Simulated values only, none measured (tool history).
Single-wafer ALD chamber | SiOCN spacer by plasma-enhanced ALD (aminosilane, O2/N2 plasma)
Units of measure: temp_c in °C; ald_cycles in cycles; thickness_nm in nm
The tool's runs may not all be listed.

run	day	temp_c	ald_cycles	thickness_nm
1	0.000	420	61	3.7526
2	0.217	420	64	3.9371
3	0.271	420	73	4.4606
4	0.442	422	73	4.4183
5	0.558	424	73	4.3911
6	0.692	416	73	4.5481

Estimate the outcome of run 7 from the log above:
7	0.896	419	73	?

thickness_nm: 4.4774 nm
